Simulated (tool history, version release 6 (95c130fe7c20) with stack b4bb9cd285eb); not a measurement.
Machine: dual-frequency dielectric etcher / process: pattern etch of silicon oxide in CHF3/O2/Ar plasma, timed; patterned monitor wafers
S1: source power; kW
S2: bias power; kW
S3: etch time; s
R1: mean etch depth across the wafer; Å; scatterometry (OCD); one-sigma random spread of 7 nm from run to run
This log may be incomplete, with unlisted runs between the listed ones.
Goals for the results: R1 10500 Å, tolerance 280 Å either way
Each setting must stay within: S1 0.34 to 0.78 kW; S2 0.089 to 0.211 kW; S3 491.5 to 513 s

run 1 hour=0 | S1=0.56 S2=0.15 S3=491.5 | R1=8974.8
run 2 hour=0.5 | S1=0.6 S2=0.15 S3=491.5 | R1=9207.8
run 3 hour=5.8 | S1=0.6 S2=0.168 S3=491.5 | R1=9434.1
run 4 hour=10.7 | S1=0.6 S2=0.168 S3=491.5 | R1=9502.8
run 5 hour=11.6 | S1=0.63 S2=0.171 S3=492.5 | R1=9789.7
run 6 hour=13.8 | S1=0.54 S2=0.171 S3=492.5 | R1=9224.2
run 7 hour=22.1 | S1=0.57 S2=0.175 S3=494 | R1=9498.2
run 8 hour=29.9 | S1=0.6 S2=0.178 S3=495 | R1=9761.1
run 9 hour=30.5 | S1=0.62 S2=0.18 S3=495.5 | R1=9813.9
run 10 hour=34 | S1=0.64 S2=0.183 S3=497 | R1=10097

Pick the move, out of 5, that brings all results within their allowed miss; only one does.
run A hour=37.5 | S1=0.71 S2=0.188 S3=513 | R1=?
run B hour=37.5 | S1=0.61 S2=0.171 S3=513 | R1=?
run C hour=37.5 | S1=0.6 S2=0.167 S3=509 | R1=?
run D hour=37.5 | S1=0.65 S2=0.174 S3=491.5 | R1=?
run E hour=37.5 | S1=0.64 S2=0.19 S3=504 | R1=?

move=A R1=11161
move=B R1=10160
move=C R1=9937.7
move=D R1=10058
move=E R1=10521
A: takes the result that was furthest off past its target
B: an improvement on the last run, though not all results are within tolerance
C: the biggest miss grows against the last run
D: the biggest miss grows against the last run
E: hits every target within its allowed miss
E meets every target.
